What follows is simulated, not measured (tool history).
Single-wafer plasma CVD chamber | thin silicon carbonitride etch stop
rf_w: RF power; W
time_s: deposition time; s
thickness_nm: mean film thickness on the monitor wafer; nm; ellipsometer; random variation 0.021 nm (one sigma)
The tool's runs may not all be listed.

| run | hour | rf_w | time_s | thickness_nm |
|---|---|---|---|---|
| 1 | 0.0 | 270 | 8.70 | 5.4906 |
| 2 | 3.0 | 270 | 7.82 | 4.8948 |
| 3 | 4.0 | 270 | 8.99 | 5.7081 |
| 4 | 12.5 | 260 | 8.50 | 5.2862 |
| 5 | 18.0 | 295 | 8.50 | 5.5496 |
| 6 | 25.2 | 295 | 7.46 | 4.8742 |

Run 7 comes next. What will it give?
| 7 | 32.9 | 280 | 7.28 | ? |

{"run 7": {"thickness_nm": 4.6277}}
